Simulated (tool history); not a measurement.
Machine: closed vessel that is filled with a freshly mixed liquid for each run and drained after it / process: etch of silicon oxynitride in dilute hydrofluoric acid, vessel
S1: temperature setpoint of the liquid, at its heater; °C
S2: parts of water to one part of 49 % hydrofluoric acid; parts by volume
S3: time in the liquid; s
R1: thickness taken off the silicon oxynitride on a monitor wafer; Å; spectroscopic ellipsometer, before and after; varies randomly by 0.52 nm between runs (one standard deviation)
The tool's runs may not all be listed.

Run 1, hour 0: S1 21 °C, S2 160 parts by volume, S3 2730 s. Result: R1 711.73 Å.
Run 2, hour 9: S1 21 °C, S2 135 parts by volume, S3 2730 s. Result: R1 849.62 Å.
Run 3, hour 15.3: S1 21 °C, S2 135 parts by volume, S3 2935 s. Result: R1 921.14 Å.
Run 4, hour 20.9: S1 22 °C, S2 135 parts by volume, S3 2935 s. Result: R1 967.07 Å.
Run 5, hour 26.9: S1 23 °C, S2 135 parts by volume, S3 2935 s. Result: R1 1009.8 Å.
Run 6, hour 28.4: S1 23.5 °C, S2 135 parts by volume, S3 2935 s. Result: R1 1033 Å.

Predict the results of run 7:
Run 7, hour 36.1: S1 24 °C, S2 135 parts by volume, S3 2935 s. Result: R1 ?.

{"run 7": {"R1": 1059.5}}

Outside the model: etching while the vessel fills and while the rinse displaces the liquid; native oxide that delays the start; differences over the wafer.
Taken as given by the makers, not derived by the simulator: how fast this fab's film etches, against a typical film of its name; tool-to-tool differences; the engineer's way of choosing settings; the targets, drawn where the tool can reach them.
